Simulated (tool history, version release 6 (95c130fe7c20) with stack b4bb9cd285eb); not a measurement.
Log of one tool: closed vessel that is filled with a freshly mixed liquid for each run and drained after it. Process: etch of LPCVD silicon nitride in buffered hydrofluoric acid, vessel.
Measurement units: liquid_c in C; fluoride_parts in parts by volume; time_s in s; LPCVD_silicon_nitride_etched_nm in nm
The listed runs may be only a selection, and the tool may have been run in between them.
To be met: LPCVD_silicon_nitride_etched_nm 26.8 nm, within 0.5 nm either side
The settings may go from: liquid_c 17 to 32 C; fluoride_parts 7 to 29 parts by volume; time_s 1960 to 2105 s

run	hour	liquid_c	fluoride_parts	time_s	LPCVD_silicon_nitride_etched_nm
1	0	24	18	1960	19.418
2	4.7	24	18	2105	20.748
3	9	25.5	18	2105	22.396
4	16.2	25.5	14.5	2105	27.744
5	19	25.5	17.5	2105	23.127
6	22.1	25.5	21.5	2105	19.244
7	24.8	27.5	21.5	2105	21.504
8	32.1	28.5	21.5	2105	22.649
9	38.6	29.5	21.5	2105	23.815
10	46.3	30	21.5	2105	24.414

Which one of the following 5 next-run settings gets every result inside its allowed miss? There is exactly one.
A	54	31.5	21.5	2015	?
B	54	30	21.5	1960	?
C	54	31.5	28.5	2035	?
D	54	32	21.5	2055	?
E	54	29.5	19.5	2100	?

move	LPCVD_silicon_nitride_etched_nm
A	25.598
B	23.01
C	21.34
D	26.797
E	25.863
A: moves toward the targets from the last run without getting all of them in spec
B: lands further from the targets than the last run did
C: lands further from the targets than the last run did
D: all results in spec
E: moves toward the targets from the last run without getting all of them in spec
Go with D: it meets all targets.
